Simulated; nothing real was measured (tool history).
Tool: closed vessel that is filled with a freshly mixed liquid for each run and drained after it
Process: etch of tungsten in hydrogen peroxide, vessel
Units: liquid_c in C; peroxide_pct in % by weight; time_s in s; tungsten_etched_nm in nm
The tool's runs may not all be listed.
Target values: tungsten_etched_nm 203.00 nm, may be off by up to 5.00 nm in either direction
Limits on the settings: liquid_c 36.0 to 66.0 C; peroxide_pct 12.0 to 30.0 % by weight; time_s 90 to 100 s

run  hour  liquid_c  peroxide_pct  time_s  tungsten_etched_nm
  1   0.0      52.0          20.5      90              325.58
  2   5.5      51.0          20.5      90              306.87
  3   8.2      51.0          23.5      90              328.38
  4   9.8      50.0          23.5      90              309.39
  5  17.7      49.5          23.5      90              299.32
  6  22.0      49.5          26.0      90              314.15
  7  23.8      49.5          26.0      90              313.69
  8  29.8      49.0          26.0      90              307.48
  9  37.0      48.5          26.0      90              295.24
 10  42.0      48.0          26.0      90              286.76
 11  49.5      47.5          26.0      90              278.71
 12  50.1      41.0          26.0      90              184.83
 13  52.7      43.0          26.0      90              209.66

Which one of the following 4 next-run settings gets every result inside its allowed miss? There is exactly one.
  A  55.3      42.5          26.5      95                   ?
  B  55.3      44.5          23.5      90                   ?
  C  55.3      41.5          30.0      90                   ?
  D  55.3      42.0          25.5     100                   ?

move  tungsten_etched_nm
   A              217.22
   B              220.10
   C              205.33
   D              217.21
A: misses by more than the last run did
B: misses by more than the last run did
C: meets every target
D: misses by more than the last run did
So the answer is move C, the one that meets all the targets.

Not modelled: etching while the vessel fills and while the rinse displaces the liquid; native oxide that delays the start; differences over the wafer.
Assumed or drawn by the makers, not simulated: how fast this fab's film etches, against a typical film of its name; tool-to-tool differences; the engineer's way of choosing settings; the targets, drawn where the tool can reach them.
